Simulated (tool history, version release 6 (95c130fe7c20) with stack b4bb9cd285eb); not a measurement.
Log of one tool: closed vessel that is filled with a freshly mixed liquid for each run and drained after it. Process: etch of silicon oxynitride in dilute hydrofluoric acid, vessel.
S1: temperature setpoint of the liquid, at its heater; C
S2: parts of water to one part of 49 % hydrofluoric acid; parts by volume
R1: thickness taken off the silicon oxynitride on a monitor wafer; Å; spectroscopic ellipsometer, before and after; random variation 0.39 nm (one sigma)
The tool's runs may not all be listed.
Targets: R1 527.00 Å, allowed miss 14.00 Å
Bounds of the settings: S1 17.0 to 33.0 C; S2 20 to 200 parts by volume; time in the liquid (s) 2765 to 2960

Run 1, hour 0.0: S1 25.0 C, S2 110 parts by volume, time in the liquid (s) 2765. Result: R1 562.43 Å.
Run 2, hour 7.6: S1 25.0 C, S2 135 parts by volume, time in the liquid (s) 2765. Result: R1 455.36 Å.
Run 3, hour 11.3: S1 26.0 C, S2 135 parts by volume, time in the liquid (s) 2765. Result: R1 479.29 Å.
Run 4, hour 16.0: S1 23.5 C, S2 135 parts by volume, time in the liquid (s) 2765. Result: R1 423.27 Å.
Run 5, hour 22.8: S1 23.5 C, S2 135 parts by volume, time in the liquid (s) 2765. Result: R1 426.48 Å.
Run 6, hour 28.5: S1 24.5 C, S2 135 parts by volume, time in the liquid (s) 2765. Result: R1 443.93 Å.
Run 7, hour 34.3: S1 25.5 C, S2 135 parts by volume, time in the liquid (s) 2765. Result: R1 467.60 Å.
Run 8, hour 40.0: S1 26.0 C, S2 135 parts by volume, time in the liquid (s) 2765. Result: R1 474.20 Å.
Run 9, hour 48.8: S1 26.5 C, S2 135 parts by volume, time in the liquid (s) 2765. Result: R1 487.03 Å.
Run 10, hour 52.0: S1 26.5 C, S2 135 parts by volume, time in the liquid (s) 2765. Result: R1 482.84 Å.
Run 11, hour 53.8: S1 27.0 C, S2 135 parts by volume, time in the liquid (s) 2765. Result: R1 491.67 Å.
Run 12, hour 59.9: S1 27.5 C, S2 135 parts by volume, time in the liquid (s) 2765. Result: R1 512.03 Å.

Which of these 5 next moves meets every target?
Run A, hour 66.0: S1 26.5 C, S2 125 parts by volume, time in the liquid (s) 2870. Result: R1 ?.
Run B, hour 66.0: S1 29.0 C, S2 140 parts by volume, time in the liquid (s) 2820. Result: R1 ?.
Run C, hour 66.0: S1 29.5 C, S2 140 parts by volume, time in the liquid (s) 2875. Result: R1 ?.
Run D, hour 66.0: S1 28.0 C, S2 130 parts by volume, time in the liquid (s) 2855. Result: R1 ?.
Run E, hour 66.0: S1 28.5 C, S2 130 parts by volume, time in the liquid (s) 2770. Result: R1 ?.

move      R1
   A  546.70
   B  530.16
   C  552.65
   D  557.59
   E  553.34
A: takes the result that was furthest off past its target
B: meets every target
C: takes the result that was furthest off past its target
D: takes the result that was furthest off past its target
E: takes the result that was furthest off past its target
The right move is B.

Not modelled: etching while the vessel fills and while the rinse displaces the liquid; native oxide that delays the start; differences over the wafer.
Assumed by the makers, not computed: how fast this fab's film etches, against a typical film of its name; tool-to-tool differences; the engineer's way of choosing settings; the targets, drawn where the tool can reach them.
